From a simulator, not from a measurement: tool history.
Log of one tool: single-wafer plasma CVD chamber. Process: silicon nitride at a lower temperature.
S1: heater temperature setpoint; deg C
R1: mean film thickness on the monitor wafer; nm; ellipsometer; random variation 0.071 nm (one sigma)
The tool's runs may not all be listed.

{"run": 1, "hour": 0.0, "S1": 325, "chamber pressure (mTorr)": 1410, "RF power (W)": 385, "deposition time (s)": 10.1, "R1": 12.853}
{"run": 2, "hour": 2.3, "S1": 325, "chamber pressure (mTorr)": 1410, "RF power (W)": 385, "deposition time (s)": 10.1, "R1": 12.827}
{"run": 3, "hour": 6.2, "S1": 325, "chamber pressure (mTorr)": 1520, "RF power (W)": 400, "deposition time (s)": 10.1, "R1": 13.531}
{"run": 4, "hour": 7.7, "S1": 325, "chamber pressure (mTorr)": 1350, "RF power (W)": 400, "deposition time (s)": 10.1, "R1": 12.802}
{"run": 5, "hour": 10.7, "S1": 318, "chamber pressure (mTorr)": 1350, "RF power (W)": 400, "deposition time (s)": 10.1, "R1": 13.019}
{"run": 6, "hour": 14.1, "S1": 318, "chamber pressure (mTorr)": 1230, "RF power (W)": 400, "deposition time (s)": 10.1, "R1": 12.378}
{"run": 7, "hour": 22.3, "S1": 318, "chamber pressure (mTorr)": 1380, "RF power (W)": 405, "deposition time (s)": 10.1, "R1": 13.104}
{"run": 8, "hour": 25.7, "S1": 318, "chamber pressure (mTorr)": 1500, "RF power (W)": 410, "deposition time (s)": 10.1, "R1": 13.734}
{"run": 9, "hour": 31.1, "S1": 318, "chamber pressure (mTorr)": 1780, "RF power (W)": 425, "deposition time (s)": 10.1, "R1": 14.951}
{"run": 10, "hour": 37.5, "S1": 318, "chamber pressure (mTorr)": 1820, "RF power (W)": 425, "deposition time (s)": 10.1, "R1": 14.988}
{"run": 11, "hour": 42.1, "S1": 318, "chamber pressure (mTorr)": 1850, "RF power (W)": 430, "deposition time (s)": 10.1, "R1": 15.351}

Run 12 comes next. What will it give?
{"run": 12, "hour": 46.1, "S1": 318, "chamber pressure (mTorr)": 1870, "RF power (W)": 430, "deposition time (s)": 10.1, "R1": "?"}

{"run 12": {"R1": 15.351}}
